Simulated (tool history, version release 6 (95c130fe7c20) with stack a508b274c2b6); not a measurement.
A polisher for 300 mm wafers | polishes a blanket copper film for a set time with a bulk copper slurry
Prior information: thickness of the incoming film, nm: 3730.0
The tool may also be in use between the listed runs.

| run | day | flow of slurry (ml/min) | pressure of the wafer on the pad (psi) | speed of the pad under the wafer (m/s) | abrasive content of the slurry | polishing time (s) | film removed (Å) |
|---|---|---|---|---|---|---|---|
| 1 | 0 | 140 | 1.9 | 1.12 | 1 | 61 | 4435.6 |
| 2 | 0.35 | 130 | 1.6 | 1.04 | 1 | 61 | 3450.7 |
| 3 | 0.658 | 130 | 1.6 | 1.3 | 1 | 61 | 4299.7 |
| 4 | 1.021 | 130 | 1.6 | 1.3 | 1 | 61 | 4331.3 |
| 5 | 1.058 | 105 | 1.6 | 1.3 | 1 | 61 | 4116.5 |
| 6 | 1.388 | 100 | 1.4 | 1.2 | 1 | 61 | 3314.3 |
| 7 | 1.538 | 95 | 1.2 | 1.14 | 1 | 61 | 2711.7 |
| 8 | 1.638 | 95 | 1.1 | 1.12 | 1 | 61 | 2423.6 |

Run 9 comes next. What will it give?
|  | 2.008 | slurry blender recalibrated |
| 9 | 2.008 | 95 | 1 | 1.12 | 1 | 61 | ? |

{"run 9": {"film removed (Å)": 2407.2}}
